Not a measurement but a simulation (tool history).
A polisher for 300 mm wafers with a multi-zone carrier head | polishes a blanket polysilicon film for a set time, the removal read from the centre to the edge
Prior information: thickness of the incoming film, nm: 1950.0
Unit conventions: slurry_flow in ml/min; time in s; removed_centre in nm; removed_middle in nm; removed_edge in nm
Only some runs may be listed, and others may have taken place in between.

| run | hour | slurry_flow | centre_zone | middle_zone | edge_zone | time | removed_centre | removed_middle | removed_edge |
|---|---|---|---|---|---|---|---|---|---|
| 1 | 0.0 | 220 | 1.00 | 1.00 | 1.00 | 70 | 690.80 | 698.20 | 686.19 |
| 2 | 4.1 | 220 | 1.02 | 0.99 | 1.02 | 71 | 706.64 | 704.95 | 724.22 |
| 3 | 10.4 | 220 | 1.02 | 0.93 | 1.02 | 71 | 714.68 | 668.49 | 709.55 |
| 4 | 11.9 | 220 | 1.02 | 0.93 | 1.02 | 62 | 617.99 | 597.26 | 620.76 |
| 5 | 16.0 | 220 | 1.02 | 0.93 | 1.02 | 71 | 706.10 | 678.88 | 709.23 |
| 6 | 24.7 | 220 | 1.08 | 0.93 | 1.02 | 71 | 749.41 | 667.81 | 697.90 |
| 7 | 30.3 | 225 | 1.09 | 0.93 | 1.04 | 72 | 765.26 | 671.44 | 729.93 |
| 8 | 39.3 | 230 | 1.10 | 0.93 | 1.05 | 73 | 796.73 | 675.88 | 739.21 |
| 9 | 43.3 | 235 | 1.11 | 0.94 | 1.06 | 74 | 811.51 | 709.14 | 759.00 |

Expected results for the next run?
| 10 | 50.8 | 235 | 1.12 | 0.94 | 1.07 | 74 | ? | ? | ? |

{"run 10": {"removed_centre": 826.07, "removed_middle": 725.82, "removed_edge": 758.65}}
